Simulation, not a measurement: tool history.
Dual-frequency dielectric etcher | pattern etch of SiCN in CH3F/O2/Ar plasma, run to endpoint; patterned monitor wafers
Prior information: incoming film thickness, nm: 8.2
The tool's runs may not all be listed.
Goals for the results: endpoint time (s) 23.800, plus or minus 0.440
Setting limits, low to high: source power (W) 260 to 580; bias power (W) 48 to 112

run  hour  source power (W)  bias power (W)  endpoint time (s)
  1   0.0               420              80             20.403
  2   7.4               400              79             20.890
  3  14.6               400              69             21.819
  4  18.6               400              76             21.068
     19.9  -- wet clean of the chamber
  5  19.9               390              75             22.171
  6  21.3               370              75             22.682
  7  25.0               350              75             23.256
  8  26.4               350              75             23.268

Consider the 5 candidate settings below. Which is the only one whose results all fall within their allowed miss of target?
  A  27.8               380              75                  ?
  B  27.8               410              66                  ?
  C  27.8               330              75                  ?
  D  27.8               360              75                  ?
  E  27.8               380              74                  ?

move  endpoint time (s)
   A             22.519
   B             22.786
   C             23.795
   D             22.999
   E             22.619
A: its largest miss is bigger than the last run's
B: its largest miss is bigger than the last run's
C: hits every target within its allowed miss
D: its largest miss is bigger than the last run's
E: its largest miss is bigger than the last run's
Go with C: it meets all targets.

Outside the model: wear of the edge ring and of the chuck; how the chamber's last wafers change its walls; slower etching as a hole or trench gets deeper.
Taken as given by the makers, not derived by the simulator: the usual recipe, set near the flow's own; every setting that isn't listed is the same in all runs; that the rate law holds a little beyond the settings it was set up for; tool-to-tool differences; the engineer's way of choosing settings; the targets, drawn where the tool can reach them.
